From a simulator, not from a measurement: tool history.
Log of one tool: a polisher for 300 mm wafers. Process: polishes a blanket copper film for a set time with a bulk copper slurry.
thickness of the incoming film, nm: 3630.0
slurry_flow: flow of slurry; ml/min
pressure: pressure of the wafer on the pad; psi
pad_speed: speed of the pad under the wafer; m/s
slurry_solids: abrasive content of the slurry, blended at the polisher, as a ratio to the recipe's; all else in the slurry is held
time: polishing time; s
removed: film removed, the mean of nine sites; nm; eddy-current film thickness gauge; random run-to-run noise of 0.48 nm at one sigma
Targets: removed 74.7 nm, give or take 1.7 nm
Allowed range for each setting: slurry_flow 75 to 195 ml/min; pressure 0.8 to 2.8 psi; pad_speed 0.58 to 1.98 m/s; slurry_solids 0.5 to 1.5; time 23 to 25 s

Run 1, hour 0: slurry_flow 125 ml/min, pressure 1.8 psi, pad_speed 1.28 m/s, slurry_solids 1, time 25 s. Result: removed 207.12 nm.
Run 2, hour 3.3: slurry_flow 115 ml/min, pressure 1.5 psi, pad_speed 1.14 m/s, slurry_solids 1, time 25 s. Result: removed 152.83 nm.
Run 3, hour 10.4: slurry_flow 115 ml/min, pressure 1.5 psi, pad_speed 1.14 m/s, slurry_solids 1, time 25 s. Result: removed 151.07 nm.
Run 4, hour 13.9: slurry_flow 115 ml/min, pressure 1.5 psi, pad_speed 0.86 m/s, slurry_solids 1, time 25 s. Result: removed 117.66 nm.
Run 5, hour 19.7: slurry_flow 90 ml/min, pressure 1.5 psi, pad_speed 0.86 m/s, slurry_solids 1, time 25 s. Result: removed 110.69 nm.
Run 6, hour 24.2: slurry_flow 90 ml/min, pressure 1.5 psi, pad_speed 0.86 m/s, slurry_solids 1, time 23 s. Result: removed 101.33 nm.
Run 7, hour 28.8: slurry_flow 85 ml/min, pressure 1.4 psi, pad_speed 0.86 m/s, slurry_solids 1, time 23 s. Result: removed 93.506 nm.
Run 8, hour 35.4: slurry_flow 85 ml/min, pressure 1.4 psi, pad_speed 0.86 m/s, slurry_solids 1, time 23 s. Result: removed 92.575 nm.
Run 9, hour 38.5: slurry_flow 75 ml/min, pressure 1 psi, pad_speed 0.86 m/s, slurry_solids 1, time 23 s. Result: removed 64.856 nm.
Run 10, hour 44.1: slurry_flow 85 ml/min, pressure 1 psi, pad_speed 0.86 m/s, slurry_solids 1, time 23 s. Result: removed 68.612 nm.
Run 11, hour 47.7: slurry_flow 90 ml/min, pressure 1 psi, pad_speed 0.86 m/s, slurry_solids 1, time 23 s. Result: removed 68.555 nm.
Run 12, hour 50.7: slurry_flow 95 ml/min, pressure 1 psi, pad_speed 0.86 m/s, slurry_solids 1, time 23 s. Result: removed 70.402 nm.

Of the 4 settings listed for the next run, only one would bring every result within its allowed miss of target. Which one?
Run A, hour 53.7: slurry_flow 95 ml/min, pressure 1 psi, pad_speed 0.92 m/s, slurry_solids 1.05, time 24 s. Result: removed ?.
Run B, hour 53.7: slurry_flow 95 ml/min, pressure 0.9 psi, pad_speed 0.98 m/s, slurry_solids 1, time 24 s. Result: removed ?.
Run C, hour 53.7: slurry_flow 120 ml/min, pressure 1 psi, pad_speed 0.86 m/s, slurry_solids 0.8, time 23 s. Result: removed ?.
Run D, hour 53.7: slurry_flow 100 ml/min, pressure 1 psi, pad_speed 0.86 m/s, slurry_solids 1.05, time 23 s. Result: removed ?.

move  removed
   A    79.04
   B   75.376
   C   71.553
   D   71.925
A: pushes the last run's worst result past its target
B: all results land within tolerance of their targets
C: moves toward the targets from the last run without getting all of them in spec
D: moves toward the targets from the last run without getting all of them in spec
Move B is the one to make.
